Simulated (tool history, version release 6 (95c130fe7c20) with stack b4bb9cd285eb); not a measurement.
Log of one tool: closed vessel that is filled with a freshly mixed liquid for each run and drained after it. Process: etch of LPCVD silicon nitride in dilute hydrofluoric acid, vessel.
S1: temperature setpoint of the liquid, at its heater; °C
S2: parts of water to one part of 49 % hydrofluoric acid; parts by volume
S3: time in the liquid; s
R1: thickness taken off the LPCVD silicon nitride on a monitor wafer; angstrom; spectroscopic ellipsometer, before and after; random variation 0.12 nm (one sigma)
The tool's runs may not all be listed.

run 1 hour=0.0 | S1=20.0 S2=145 S3=2905 | R1=74.242
run 2 hour=4.4 | S1=22.0 S2=140 S3=2905 | R1=90.479
run 3 hour=13.3 | S1=23.5 S2=140 S3=2905 | R1=99.752
run 4 hour=17.5 | S1=25.0 S2=140 S3=2905 | R1=109.840
run 5 hour=23.2 | S1=25.0 S2=140 S3=3110 | R1=117.040
run 6 hour=27.8 | S1=22.0 S2=140 S3=3110 | R1=95.633
run 7 hour=28.9 | S1=23.5 S2=140 S3=3110 | R1=104.960
run 8 hour=31.9 | S1=23.5 S2=140 S3=3110 | R1=106.120
run 9 hour=40.8 | S1=23.5 S2=140 S3=3110 | R1=106.150

Run 10 comes next. What will it give?
run 10 hour=46.6 | S1=25.0 S2=140 S3=3110 | R1=?

{"run 10": {"R1": 116.01}}
